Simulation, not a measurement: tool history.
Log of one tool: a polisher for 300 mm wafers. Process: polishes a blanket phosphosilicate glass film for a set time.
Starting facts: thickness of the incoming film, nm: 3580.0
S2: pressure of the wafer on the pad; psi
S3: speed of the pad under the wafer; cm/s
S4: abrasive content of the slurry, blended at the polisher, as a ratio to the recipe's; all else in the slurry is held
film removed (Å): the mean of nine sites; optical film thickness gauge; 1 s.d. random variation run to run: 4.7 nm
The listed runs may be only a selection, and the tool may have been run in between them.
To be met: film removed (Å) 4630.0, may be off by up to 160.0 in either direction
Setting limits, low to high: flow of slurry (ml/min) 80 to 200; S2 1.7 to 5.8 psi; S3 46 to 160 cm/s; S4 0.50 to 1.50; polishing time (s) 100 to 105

run 1 hour=0.0 | flow_of_slurry_(ml/min)=130 S2=3.7 S3=102 S4=1.00 polishing_time_(s)=100 | film_removed_(Å)=12201.0
run 2 hour=6.0 | flow_of_slurry_(ml/min)=105 S2=3.7 S3=102 S4=1.00 polishing_time_(s)=100 | film_removed_(Å)=11380.0
run 3 hour=7.9 | flow_of_slurry_(ml/min)=105 S2=3.7 S3=102 S4=1.00 polishing_time_(s)=100 | film_removed_(Å)=11482.0
run 4 hour=8.8 | flow_of_slurry_(ml/min)=100 S2=3.2 S3=92 S4=1.00 polishing_time_(s)=100 | film_removed_(Å)=9006.1
run 5 hour=10.2 | flow_of_slurry_(ml/min)=95 S2=2.8 S3=86 S4=1.00 polishing_time_(s)=100 | film_removed_(Å)=7640.9
run 6 hour=11.8 | flow_of_slurry_(ml/min)=95 S2=3.1 S3=86 S4=1.00 polishing_time_(s)=100 | film_removed_(Å)=8304.3
run 7 hour=17.5 | flow_of_slurry_(ml/min)=95 S2=2.8 S3=80 S4=1.00 polishing_time_(s)=100 | film_removed_(Å)=7140.9
run 8 hour=21.3 | flow_of_slurry_(ml/min)=95 S2=2.5 S3=78 S4=1.00 polishing_time_(s)=100 | film_removed_(Å)=6195.7
run 9 hour=25.5 | flow_of_slurry_(ml/min)=95 S2=2.3 S3=78 S4=1.00 polishing_time_(s)=100 | film_removed_(Å)=5892.3
run 10 hour=32.5 | flow_of_slurry_(ml/min)=95 S2=2.2 S3=76 S4=1.00 polishing_time_(s)=100 | film_removed_(Å)=5514.8
run 11 hour=33.4 | flow_of_slurry_(ml/min)=90 S2=1.7 S3=74 S4=1.00 polishing_time_(s)=100 | film_removed_(Å)=4177.8
run 12 hour=37.6 | flow_of_slurry_(ml/min)=95 S2=1.7 S3=74 S4=1.00 polishing_time_(s)=100 | film_removed_(Å)=4206.9
run 13 hour=42.4 | flow_of_slurry_(ml/min)=95 S2=1.8 S3=74 S4=1.00 polishing_time_(s)=100 | film_removed_(Å)=4332.9

Next run, 4 choices. One meets every target within its allowed miss, the rest don't. Which?
run A hour=47.2 | flow_of_slurry_(ml/min)=80 S2=1.9 S3=58 S4=1.10 polishing_time_(s)=105 | film_removed_(Å)=?
run B hour=47.2 | flow_of_slurry_(ml/min)=105 S2=2.1 S3=52 S4=1.05 polishing_time_(s)=100 | film_removed_(Å)=?
run C hour=47.2 | flow_of_slurry_(ml/min)=80 S2=2.1 S3=50 S4=1.05 polishing_time_(s)=105 | film_removed_(Å)=?
run D hour=47.2 | flow_of_slurry_(ml/min)=115 S2=2.5 S3=58 S4=0.80 polishing_time_(s)=100 | film_removed_(Å)=?

move=A film_removed_(Å)=4007.7
move=B film_removed_(Å)=4008.2
move=C film_removed_(Å)=3849.4
move=D film_removed_(Å)=4595.2
A: its largest miss is bigger than the last run's
B: its largest miss is bigger than the last run's
C: its largest miss is bigger than the last run's
D: hits every target within its allowed miss
D meets every target.
